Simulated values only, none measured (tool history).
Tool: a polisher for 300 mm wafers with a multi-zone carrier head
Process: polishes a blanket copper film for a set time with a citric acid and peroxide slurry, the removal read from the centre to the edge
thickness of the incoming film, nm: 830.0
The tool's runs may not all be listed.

run	day	flow of slurry (ml/min)	pressure of the head's centre zone	pressure of the head's middle zone	pressure of the head's edge zone	abrasive content of the slurry	polishing time (s)	film removed at the wafer's centre (nm)	film removed at mid-radius (nm)	film removed at the wafer's edge (nm)
1	0.000	315	1.00	1.00	1.00	1.00	70	127.21	125.35	120.29
2	0.188	315	1.00	1.00	1.00	1.00	82	150.22	147.11	138.37
3	0.346	315	1.00	1.00	1.00	1.00	73	132.59	129.27	125.04
4	0.612	315	1.00	1.00	1.00	0.85	73	127.32	127.62	120.44
5	0.879	315	1.00	1.00	1.00	1.05	73	132.68	132.25	125.94
6	1.067	310	0.99	0.99	0.97	0.95	73	128.89	128.44	120.89
7	1.158	305	0.98	0.97	0.95	0.90	73	126.44	125.45	117.47

Forecast run 8:
8	1.350	280	0.91	0.87	0.85	0.65	72	?	?	?

film removed at the wafer's centre (nm): 108.33
film removed at mid-radius (nm): 107.05
film removed at the wafer's edge (nm): 102.25

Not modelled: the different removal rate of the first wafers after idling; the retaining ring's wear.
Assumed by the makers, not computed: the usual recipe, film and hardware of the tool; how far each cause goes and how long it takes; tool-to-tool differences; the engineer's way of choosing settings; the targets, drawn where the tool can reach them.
